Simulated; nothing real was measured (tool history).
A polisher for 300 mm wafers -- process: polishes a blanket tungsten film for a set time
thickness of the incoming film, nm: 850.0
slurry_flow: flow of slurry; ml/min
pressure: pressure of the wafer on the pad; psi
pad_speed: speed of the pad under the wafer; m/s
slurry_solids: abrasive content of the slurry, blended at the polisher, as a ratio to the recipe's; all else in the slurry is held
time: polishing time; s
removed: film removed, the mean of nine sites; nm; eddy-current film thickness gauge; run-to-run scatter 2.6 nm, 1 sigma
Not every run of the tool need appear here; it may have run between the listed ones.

Run 1, day 0.000: slurry_flow 210 ml/min, pressure 2.7 psi, pad_speed 0.94 m/s, slurry_solids 1.0, time 98 s. Result: removed 292.10 nm.
Run 2, day 0.025: slurry_flow 210 ml/min, pressure 2.9 psi, pad_speed 0.94 m/s, slurry_solids 1.0, time 98 s. Result: removed 305.36 nm.
Run 3, day 0.258: slurry_flow 210 ml/min, pressure 2.7 psi, pad_speed 0.94 m/s, slurry_solids 1.0, time 98 s. Result: removed 287.97 nm.
Run 4, day 0.288: slurry_flow 210 ml/min, pressure 2.7 psi, pad_speed 0.94 m/s, slurry_solids 1.0, time 98 s. Result: removed 295.06 nm.
Run 5, day 0.317: slurry_flow 210 ml/min, pressure 2.7 psi, pad_speed 0.94 m/s, slurry_solids 1.0, time 103 s. Result: removed 311.24 nm.
Run 6, day 0.638: slurry_flow 210 ml/min, pressure 2.7 psi, pad_speed 1.16 m/s, slurry_solids 1.0, time 103 s. Result: removed 380.84 nm.
Run 7, day 0.842: slurry_flow 210 ml/min, pressure 2.4 psi, pad_speed 1.16 m/s, slurry_solids 1.0, time 103 s. Result: removed 350.44 nm.
Run 8, day 1.046: slurry_flow 210 ml/min, pressure 2.1 psi, pad_speed 1.16 m/s, slurry_solids 1.0, time 103 s. Result: removed 314.85 nm.
Run 9, day 1.175: slurry_flow 210 ml/min, pressure 1.9 psi, pad_speed 1.16 m/s, slurry_solids 1.0, time 103 s. Result: removed 298.74 nm.
Run 10, day 1.529: slurry_flow 210 ml/min, pressure 1.8 psi, pad_speed 1.16 m/s, slurry_solids 1.0, time 103 s. Result: removed 291.50 nm.
Run 11, day 1.583: slurry_flow 210 ml/min, pressure 1.7 psi, pad_speed 1.16 m/s, slurry_solids 1.0, time 103 s. Result: removed 282.72 nm.
Run 12, day 1.633: slurry_flow 210 ml/min, pressure 1.6 psi, pad_speed 1.16 m/s, slurry_solids 1.0, time 103 s. Result: removed 271.60 nm.

What does the tool deliver on the next run?
Run 13, day 1.879: slurry_flow 210 ml/min, pressure 1.5 psi, pad_speed 1.16 m/s, slurry_solids 1.0, time 103 s. Result: removed ?.

{"run 13": {"removed": 264.9}}

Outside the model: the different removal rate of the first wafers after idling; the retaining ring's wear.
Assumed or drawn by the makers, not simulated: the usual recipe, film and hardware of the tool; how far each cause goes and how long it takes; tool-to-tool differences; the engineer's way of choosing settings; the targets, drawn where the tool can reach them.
